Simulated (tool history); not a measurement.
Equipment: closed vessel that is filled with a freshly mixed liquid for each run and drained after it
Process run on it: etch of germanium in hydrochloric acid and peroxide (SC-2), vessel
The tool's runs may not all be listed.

run	hour	temperature setpoint of the liquid (K)	parts of water to one part each of 37 % hydrochloric acid and 30 % peroxide (parts by volume)	time in the liquid (s)	thickness taken off the germanium on a monitor wafer (nm)
1	0.0	326.15	6.5	95	234.07
2	1.8	326.15	6.5	95	232.51
3	7.2	326.15	6.5	95	233.35
4	9.2	333.15	6.5	95	288.63
5	14.3	330.65	6.5	95	268.03
6	17.0	334.15	6.5	95	300.40
7	19.6	331.15	6.5	95	271.20
# hour 25.7: chemicals flow meter replaced
8	25.7	323.15	7.0	95	209.96
9	31.6	322.15	7.0	95	204.69
10	37.5	321.65	7.0	95	200.41

Estimate the outcome of run 11 from the log above:
11	40.4	321.15	7.0	95	?

thickness taken off the germanium on a monitor wafer (nm): 197.39
